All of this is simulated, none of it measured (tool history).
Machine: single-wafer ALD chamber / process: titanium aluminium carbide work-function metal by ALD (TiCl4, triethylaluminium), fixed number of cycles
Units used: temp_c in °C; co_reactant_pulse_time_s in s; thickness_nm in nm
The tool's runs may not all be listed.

{"run": 1, "day": 0.0, "temp_c": 285, "co_reactant_pulse_time_s": 7.48, "thickness_nm": 1.814}
{"run": 2, "day": 0.142, "temp_c": 291, "co_reactant_pulse_time_s": 7.48, "thickness_nm": 1.8603}
{"run": 3, "day": 0.242, "temp_c": 288, "co_reactant_pulse_time_s": 7.06, "thickness_nm": 1.8079}
{"run": 4, "day": 0.467, "temp_c": 295, "co_reactant_pulse_time_s": 7.06, "thickness_nm": 1.8727}
{"run": 5, "day": 0.679, "temp_c": 300, "co_reactant_pulse_time_s": 7.06, "thickness_nm": 1.9177}
{"run": 6, "day": 0.742, "temp_c": 300, "co_reactant_pulse_time_s": 9.01, "thickness_nm": 1.9856}
{"run": 7, "day": 0.933, "temp_c": 296, "co_reactant_pulse_time_s": 8.34, "thickness_nm": 1.9476}
{"run": 8, "day": 1.083, "temp_c": 293, "co_reactant_pulse_time_s": 7.79, "thickness_nm": 1.8788}
{"run": 9, "day": 1.208, "temp_c": 290, "co_reactant_pulse_time_s": 7.29, "thickness_nm": 1.8397}
{"run": 10, "day": 1.358, "temp_c": 287, "co_reactant_pulse_time_s": 6.85, "thickness_nm": 1.8261}
{"run": 11, "day": 1.6, "temp_c": 284, "co_reactant_pulse_time_s": 6.41, "thickness_nm": 1.7835}
{"run": 12, "day": 1.742, "temp_c": 282, "co_reactant_pulse_time_s": 6.02, "thickness_nm": 1.7087}
{"run": 13, "day": 1.996, "temp_c": 280, "co_reactant_pulse_time_s": 5.8, "thickness_nm": 1.6758}
{"run": 14, "day": 2.275, "temp_c": 278, "co_reactant_pulse_time_s": 5.65, "thickness_nm": 1.6721}
{"run": 15, "day": 2.442, "temp_c": 277, "co_reactant_pulse_time_s": 5.44, "thickness_nm": 1.6342}
{"run": 16, "day": 2.667, "temp_c": 276, "co_reactant_pulse_time_s": 5.34, "thickness_nm": 1.6378}
{"run": 17, "day": 2.958, "temp_c": 275, "co_reactant_pulse_time_s": 5.19, "thickness_nm": 1.6181}
{"run": 18, "day": 3.125, "temp_c": 274, "co_reactant_pulse_time_s": 5.08, "thickness_nm": 1.6115}
{"run": 19, "day": 3.425, "temp_c": 262, "co_reactant_pulse_time_s": 3.59, "thickness_nm": 1.3834}

Run 20 comes next. What will it give?
{"run": 20, "day": 3.65, "temp_c": 263, "co_reactant_pulse_time_s": 3.62, "thickness_nm": "?"}

{"run 20": {"thickness_nm": 1.3811}}

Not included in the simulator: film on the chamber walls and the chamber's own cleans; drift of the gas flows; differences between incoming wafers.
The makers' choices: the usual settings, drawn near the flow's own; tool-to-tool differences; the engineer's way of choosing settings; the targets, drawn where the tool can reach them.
